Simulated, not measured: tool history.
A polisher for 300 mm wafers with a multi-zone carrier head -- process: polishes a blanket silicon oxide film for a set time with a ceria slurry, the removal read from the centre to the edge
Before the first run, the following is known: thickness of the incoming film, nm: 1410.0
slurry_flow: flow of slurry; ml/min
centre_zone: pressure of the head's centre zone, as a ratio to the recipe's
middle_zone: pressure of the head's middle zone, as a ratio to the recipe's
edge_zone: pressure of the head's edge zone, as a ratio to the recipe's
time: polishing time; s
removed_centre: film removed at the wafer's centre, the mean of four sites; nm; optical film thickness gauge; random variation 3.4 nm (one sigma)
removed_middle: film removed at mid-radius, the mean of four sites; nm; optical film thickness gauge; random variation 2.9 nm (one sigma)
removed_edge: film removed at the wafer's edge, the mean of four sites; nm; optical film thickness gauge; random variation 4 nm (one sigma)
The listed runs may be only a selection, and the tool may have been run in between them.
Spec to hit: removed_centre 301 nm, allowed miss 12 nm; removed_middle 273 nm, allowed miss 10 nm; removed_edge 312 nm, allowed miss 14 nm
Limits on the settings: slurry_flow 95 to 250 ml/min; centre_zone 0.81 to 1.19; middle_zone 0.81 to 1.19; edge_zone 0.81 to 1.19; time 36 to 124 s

run	hour	slurry_flow	centre_zone	middle_zone	edge_zone	time	removed_centre	removed_middle	removed_edge
1	0	160	1	1	1	79	223.83	227.55	224.8
2	9	160	1	1	1.08	79	230.79	225.29	239.6
3	12.2	165	1	1	1.09	80	237.35	231.59	240.85
4	13.3	165	1	1	1.13	80	236.82	235.53	246.01
5	21.5	165	1	0.99	1.14	82	241.33	237.04	259.37
6	24.5	165	1.05	0.99	1.14	82	254.37	238.14	257.94
7	33.4	165	1.05	0.99	1.15	83	247.24	237.58	256.88
8	37.1	170	1.05	0.98	1.15	84	255.74	245.01	256.08
9	40.7	165	1.06	0.99	1.15	86	261.92	246.03	265.03
10	49.2	165	1.06	0.98	1.15	87	262.22	253	275.16
11	55.6	165	1.07	0.97	1.15	88	268.65	254.25	268.62
12	63	155	1.08	0.98	1.15	89	272.5	253.74	279.22
13	66.2	155	1.08	0.98	1.15	89	264.09	251.29	267.25
14	67.7	160	1.08	0.97	1.15	89	272.4	251.53	279.45
15	71.9	205	1.08	0.98	1.19	91	289.13	268.91	295.21

Pick the move, out of 4, that brings all results within their allowed miss; only one does.
A	76.1	210	1.11	0.94	1.19	94	?	?	?
B	76.1	250	1.19	0.98	0.84	91	?	?	?
C	76.1	160	1	0.98	1.19	94	?	?	?
D	76.1	200	1.13	1.06	1.06	94	?	?	?

move	removed_centre	removed_middle	removed_edge
A	308.18	269.57	305.98
B	318.8	276.07	254.56
C	276.09	266.05	295.55
D	309.09	294.49	286.41
A: each result inside its tolerance
B: lands further from the targets than the last run did
C: lands further from the targets than the last run did
D: lands further from the targets than the last run did
Move A is the one to make.
